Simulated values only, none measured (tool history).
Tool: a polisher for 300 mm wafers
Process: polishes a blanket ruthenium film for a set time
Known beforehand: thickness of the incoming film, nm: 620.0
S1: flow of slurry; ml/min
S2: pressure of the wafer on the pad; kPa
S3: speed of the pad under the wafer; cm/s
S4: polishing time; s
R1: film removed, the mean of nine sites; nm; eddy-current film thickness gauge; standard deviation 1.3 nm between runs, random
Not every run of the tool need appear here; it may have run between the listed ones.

run,hour,S1,S2,S3,S4,R1
1,0,160,17.2,94,123,133.78
2,7.2,160,17.2,108,123,150.83
3,10.1,160,20.7,108,123,183.07
4,13.4,160,24.8,108,123,215.96
5,18.7,140,24.8,108,123,208.22
6,23.4,135,20.7,106,123,171.01
7,32.3,135,17.9,104,123,145.54

Run 8 is up next; what results do you expect?
8,39.7,130,15.9,104,123,?

Run 8 gave R1 128.11 nm.
